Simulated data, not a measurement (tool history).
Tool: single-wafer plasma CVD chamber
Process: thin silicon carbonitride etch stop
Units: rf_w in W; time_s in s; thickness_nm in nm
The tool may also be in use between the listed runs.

run	hour	rf_w	time_s	thickness_nm
1	0.0	200	18.3	11.073
2	1.1	225	18.3	11.328
3	4.7	235	19.2	11.961
4	10.9	240	19.9	12.461
# hour 16.6: thermocouple changed; heater temperature recalibrated
5	16.6	245	20.4	12.798
6	20.8	245	17.9	11.206

The next listed run, before its measurement:
7	25.8	265	20.8	?

Run 7 gave thickness_nm 13.236 nm.
